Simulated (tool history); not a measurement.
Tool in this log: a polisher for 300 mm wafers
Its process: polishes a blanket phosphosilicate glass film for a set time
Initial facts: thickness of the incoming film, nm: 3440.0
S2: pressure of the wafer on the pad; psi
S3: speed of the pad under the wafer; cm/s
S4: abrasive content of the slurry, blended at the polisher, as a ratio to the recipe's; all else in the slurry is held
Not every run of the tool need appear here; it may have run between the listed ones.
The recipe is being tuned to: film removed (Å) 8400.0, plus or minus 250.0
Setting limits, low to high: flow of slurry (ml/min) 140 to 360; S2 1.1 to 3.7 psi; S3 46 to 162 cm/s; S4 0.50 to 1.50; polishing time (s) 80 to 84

Run 1, hour 0.0: flow of slurry (ml/min) 230, S2 2.4 psi, S3 104 cm/s, S4 1.00, polishing time (s) 80. Result: film removed (Å) 5520.9.
Run 2, hour 3.8: flow of slurry (ml/min) 230, S2 2.5 psi, S3 104 cm/s, S4 1.00, polishing time (s) 80. Result: film removed (Å) 5714.0.
Run 3, hour 6.6: flow of slurry (ml/min) 230, S2 2.5 psi, S3 104 cm/s, S4 1.00, polishing time (s) 80. Result: film removed (Å) 5723.7.
Run 4, hour 11.5: flow of slurry (ml/min) 230, S2 2.6 psi, S3 104 cm/s, S4 1.00, polishing time (s) 80. Result: film removed (Å) 5923.1.
Run 5, hour 20.4: flow of slurry (ml/min) 230, S2 2.6 psi, S3 104 cm/s, S4 1.00, polishing time (s) 80. Result: film removed (Å) 6032.7.
Run 6, hour 21.9: flow of slurry (ml/min) 230, S2 2.7 psi, S3 104 cm/s, S4 1.00, polishing time (s) 80. Result: film removed (Å) 6154.8.
Run 7, hour 26.0: flow of slurry (ml/min) 230, S2 2.8 psi, S3 104 cm/s, S4 1.00, polishing time (s) 80. Result: film removed (Å) 6408.8.
Run 8, hour 29.3: flow of slurry (ml/min) 230, S2 2.9 psi, S3 104 cm/s, S4 1.00, polishing time (s) 80. Result: film removed (Å) 6544.9.
Run 9, hour 37.9: flow of slurry (ml/min) 230, S2 3.0 psi, S3 104 cm/s, S4 1.00, polishing time (s) 80. Result: film removed (Å) 6877.2.
Run 10, hour 40.8: flow of slurry (ml/min) 230, S2 3.1 psi, S3 104 cm/s, S4 1.00, polishing time (s) 80. Result: film removed (Å) 7150.5.
Run 11, hour 44.4: flow of slurry (ml/min) 245, S2 3.5 psi, S3 104 cm/s, S4 1.00, polishing time (s) 80. Result: film removed (Å) 8221.0.

Consider the 5 candidate settings below. Which is the only one whose results all fall within their allowed miss of target?
Run A, hour 48.0: flow of slurry (ml/min) 215, S2 3.6 psi, S3 92 cm/s, S4 1.15, polishing time (s) 81. Result: film removed (Å) ?.
Run B, hour 48.0: flow of slurry (ml/min) 195, S2 3.7 psi, S3 108 cm/s, S4 0.85, polishing time (s) 80. Result: film removed (Å) ?.
Run C, hour 48.0: flow of slurry (ml/min) 235, S2 3.7 psi, S3 108 cm/s, S4 0.80, polishing time (s) 80. Result: film removed (Å) ?.
Run D, hour 48.0: flow of slurry (ml/min) 160, S2 3.6 psi, S3 104 cm/s, S4 1.05, polishing time (s) 84. Result: film removed (Å) ?.
Run E, hour 48.0: flow of slurry (ml/min) 235, S2 3.4 psi, S3 108 cm/s, S4 0.90, polishing time (s) 80. Result: film removed (Å) ?.

move  film removed (Å)
   A            7804.9
   B            7894.8
   C            7904.1
   D            8219.8
   E            7630.7
A: further off than the last run
B: further off than the last run
C: further off than the last run
D: in spec on every target
E: further off than the last run
D meets every target.
